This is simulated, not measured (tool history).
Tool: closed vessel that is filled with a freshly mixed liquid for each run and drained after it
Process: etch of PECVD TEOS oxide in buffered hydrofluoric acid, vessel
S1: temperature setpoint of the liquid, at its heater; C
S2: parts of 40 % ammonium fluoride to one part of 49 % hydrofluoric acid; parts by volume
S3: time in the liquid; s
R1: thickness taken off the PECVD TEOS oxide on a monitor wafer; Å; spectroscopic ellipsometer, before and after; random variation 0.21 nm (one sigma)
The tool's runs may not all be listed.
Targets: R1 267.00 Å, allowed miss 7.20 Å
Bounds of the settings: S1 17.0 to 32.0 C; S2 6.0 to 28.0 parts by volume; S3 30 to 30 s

run	hour	S1	S2	S3	R1
1	0.0	24.0	17.0	30	214.16
2	2.8	25.0	17.0	30	228.81
3	6.6	25.0	13.0	30	294.68
4	8.3	25.0	10.5	30	364.75
5	10.2	25.0	10.5	30	359.06
6	15.5	24.0	10.5	30	348.15
7	21.7	23.0	10.5	30	325.08
8	24.0	22.5	10.5	30	318.19
9	29.6	22.0	10.5	30	309.07

Which of these 5 next moves meets every target?
A	35.2	23.0	12.0	30	?
B	35.2	22.5	8.5	30	?
C	35.2	21.5	8.5	30	?
D	35.2	18.5	9.0	30	?
E	35.2	22.5	12.5	30	?

move	R1
A	284.08
B	375.36
C	355.20
D	282.22
E	265.55
A: nearer than the last run, and not there yet
B: further off than the last run
C: further off than the last run
D: nearer than the last run, and not there yet
E: meets every target
Answer: E
